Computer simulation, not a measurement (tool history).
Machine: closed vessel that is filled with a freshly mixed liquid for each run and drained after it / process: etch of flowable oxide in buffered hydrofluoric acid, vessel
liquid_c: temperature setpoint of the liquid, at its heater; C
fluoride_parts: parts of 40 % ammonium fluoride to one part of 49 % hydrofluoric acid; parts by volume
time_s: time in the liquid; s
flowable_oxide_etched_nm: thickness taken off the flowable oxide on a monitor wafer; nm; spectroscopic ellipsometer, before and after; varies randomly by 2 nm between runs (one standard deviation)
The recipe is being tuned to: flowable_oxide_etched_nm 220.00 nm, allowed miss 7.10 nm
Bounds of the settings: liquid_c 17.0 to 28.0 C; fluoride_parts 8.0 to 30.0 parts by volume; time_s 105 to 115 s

{"run": 1, "hour": 0.0, "liquid_c": 20.0, "fluoride_parts": 21.5, "time_s": 105, "flowable_oxide_etched_nm": 146.72}
{"run": 2, "hour": 8.2, "liquid_c": 20.0, "fluoride_parts": 25.5, "time_s": 105, "flowable_oxide_etched_nm": 132.46}
{"run": 3, "hour": 16.3, "liquid_c": 17.0, "fluoride_parts": 25.5, "time_s": 105, "flowable_oxide_etched_nm": 111.15}
{"run": 4, "hour": 21.3, "liquid_c": 19.5, "fluoride_parts": 24.5, "time_s": 105, "flowable_oxide_etched_nm": 134.57}
{"run": 5, "hour": 26.4, "liquid_c": 19.5, "fluoride_parts": 24.5, "time_s": 105, "flowable_oxide_etched_nm": 133.5}
{"run": 6, "hour": 28.0, "liquid_c": 17.0, "fluoride_parts": 24.5, "time_s": 105, "flowable_oxide_etched_nm": 115.82}
{"run": 7, "hour": 33.4, "liquid_c": 19.5, "fluoride_parts": 24.0, "time_s": 105, "flowable_oxide_etched_nm": 134.61}
{"run": 8, "hour": 36.0, "liquid_c": 21.5, "fluoride_parts": 23.5, "time_s": 105, "flowable_oxide_etched_nm": 153.23}
{"run": 9, "hour": 45.0, "liquid_c": 25.5, "fluoride_parts": 23.0, "time_s": 105, "flowable_oxide_etched_nm": 196.14}
{"run": 10, "hour": 49.1, "liquid_c": 26.0, "fluoride_parts": 23.0, "time_s": 105, "flowable_oxide_etched_nm": 202.76}
{"run": 11, "hour": 58.4, "liquid_c": 26.5, "fluoride_parts": 23.0, "time_s": 105, "flowable_oxide_etched_nm": 207.08}
{"run": 12, "hour": 59.7, "liquid_c": 27.0, "fluoride_parts": 23.0, "time_s": 105, "flowable_oxide_etched_nm": 208.47}

Next run, 4 choices. One meets every target within its allowed miss, the rest don't. Which?
{"run": "A", "hour": 61.0, "liquid_c": 27.5, "fluoride_parts": 27.5, "time_s": 110, "flowable_oxide_etched_nm": "?"}
{"run": "B", "hour": 61.0, "liquid_c": 27.5, "fluoride_parts": 22.5, "time_s": 105, "flowable_oxide_etched_nm": "?"}
{"run": "C", "hour": 61.0, "liquid_c": 27.5, "fluoride_parts": 29.5, "time_s": 110, "flowable_oxide_etched_nm": "?"}
{"run": "D", "hour": 61.0, "liquid_c": 28.0, "fluoride_parts": 21.0, "time_s": 105, "flowable_oxide_etched_nm": "?"}

move=A flowable_oxide_etched_nm=203.23
move=B flowable_oxide_etched_nm=222.59
move=C flowable_oxide_etched_nm=193.70
move=D flowable_oxide_etched_nm=239.70
A: misses by more than the last run did
B: each result inside its tolerance
C: misses by more than the last run did
D: carries the result that was furthest off beyond its target, to the other side
Go with B: it meets all targets.
